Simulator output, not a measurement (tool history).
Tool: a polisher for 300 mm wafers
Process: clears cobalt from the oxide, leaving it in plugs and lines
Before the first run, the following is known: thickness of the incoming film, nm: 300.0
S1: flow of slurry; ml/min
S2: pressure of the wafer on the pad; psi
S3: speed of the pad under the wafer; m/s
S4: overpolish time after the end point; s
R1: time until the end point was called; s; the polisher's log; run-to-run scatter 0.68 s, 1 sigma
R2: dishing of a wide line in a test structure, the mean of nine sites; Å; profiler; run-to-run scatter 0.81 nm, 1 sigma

run 1 day=0 | S1=165 S2=2.4 S3=1.26 S4=20 | R1=46.819 R2=453.21
run 2 day=0.171 | S1=165 S2=2.4 S3=1.04 S4=20 | R1=54.476 R2=446.47
run 3 day=0.275 | S1=160 S2=2.2 S3=1.04 S4=19 | R1=60.907 R2=411.09
run 4 day=0.433 | S1=155 S2=2.1 S3=1.04 S4=20 | R1=63.68 R2=418.16
run 5 day=0.512 | S1=150 S2=2 S3=1.04 S4=20 | R1=66.499 R2=406.28
run 6 day=0.571 | S1=150 S2=2.4 S3=1.04 S4=20 | R1=56.026 R2=427.59

Estimate the outcome of run 7 from the log above:
run 7 day=0.892 | S1=145 S2=2.2 S3=1.04 S4=21 | R1=? R2=?

Run 7 produced R1 61.542 s, R2 429.21 Å.
